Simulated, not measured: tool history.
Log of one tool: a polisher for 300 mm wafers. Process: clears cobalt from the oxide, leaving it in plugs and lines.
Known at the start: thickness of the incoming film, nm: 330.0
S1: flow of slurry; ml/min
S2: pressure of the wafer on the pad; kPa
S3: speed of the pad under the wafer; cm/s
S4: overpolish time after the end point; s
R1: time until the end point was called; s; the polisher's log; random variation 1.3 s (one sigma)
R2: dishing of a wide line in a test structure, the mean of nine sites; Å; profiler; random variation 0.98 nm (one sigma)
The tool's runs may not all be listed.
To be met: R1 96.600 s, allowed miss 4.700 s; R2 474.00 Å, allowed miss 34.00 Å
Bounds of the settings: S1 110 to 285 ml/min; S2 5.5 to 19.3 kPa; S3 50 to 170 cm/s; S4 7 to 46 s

run,day,S1,S2,S3,S4,R1,R2
1,0.000,180,12.4,110,24,60.983,578.28
2,0.321,180,12.4,128,24,55.508,619.23
3,0.458,180,11.7,126,24,58.302,571.83
4,0.646,180,11.7,138,24,54.030,597.16
5,0.983,180,11.7,138,32,53.819,660.53
6,1.242,180,11.7,138,22,54.253,623.44
7,1.396,180,11.0,136,23,56.159,589.22
8,1.583,180,10.3,132,25,61.973,614.31
9,1.683,180,9.7,128,23,65.268,575.22
10,1.754,180,9.0,126,22,68.959,535.90
11,1.796,180,8.3,124,22,71.319,508.66
12,2.042,180,7.6,122,23,77.112,517.32
13,2.379,180,7.6,120,23,78.240,517.11
14,2.500,180,7.6,118,23,78.400,506.06
15,2.771,180,7.6,118,23,78.185,527.93
16,2.804,180,7.6,116,23,78.451,498.06
17,2.946,180,7.6,114,24,80.190,522.03
18,3.021,180,7.6,112,24,81.891,513.32

Which of these 5 next moves meets every target?
A,3.096,125,6.2,112,25,?,?
B,3.096,155,7.6,112,20,?,?
C,3.096,195,8.3,104,20,?,?
D,3.096,185,8.3,122,34,?,?
E,3.096,160,9.7,86,23,?,?

move,R1,R2
A,96.408,490.76
B,83.213,469.89
C,80.952,477.34
D,71.990,633.38
E,88.408,491.45
A: meets every target
B: nearer than the last run, and not there yet
C: further off than the last run
D: further off than the last run
E: nearer than the last run, and not there yet
Answer: A
